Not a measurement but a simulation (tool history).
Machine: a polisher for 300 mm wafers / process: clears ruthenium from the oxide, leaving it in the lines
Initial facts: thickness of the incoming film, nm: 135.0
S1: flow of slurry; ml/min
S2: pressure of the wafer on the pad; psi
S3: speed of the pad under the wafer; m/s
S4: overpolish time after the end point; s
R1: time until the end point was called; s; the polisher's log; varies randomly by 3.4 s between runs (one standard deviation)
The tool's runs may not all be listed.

Run 1, day 0: S1 140 ml/min, S2 1.6 psi, S3 1.12 m/s, S4 25 s. Result: R1 149.87 s.
Run 2, day 0.221: S1 140 ml/min, S2 1.5 psi, S3 1.12 m/s, S4 25 s. Result: R1 161.96 s.
Run 3, day 0.583: S1 140 ml/min, S2 1.5 psi, S3 1.12 m/s, S4 27 s. Result: R1 157.93 s.
Run 4, day 0.854: S1 110 ml/min, S2 1.5 psi, S3 1.12 m/s, S4 27 s. Result: R1 164.55 s.
Run 5, day 1.175: S1 110 ml/min, S2 1.5 psi, S3 1.12 m/s, S4 25 s. Result: R1 159.64 s.
Run 6, day 1.5: S1 110 ml/min, S2 1.4 psi, S3 1.12 m/s, S4 25 s. Result: R1 174.51 s.

Estimate the outcome of run 7 from the log above:
Run 7, day 1.55: S1 110 ml/min, S2 1.3 psi, S3 1.12 m/s, S4 25 s. Result: R1 ?.

Run 7 measured R1 193.95 s.
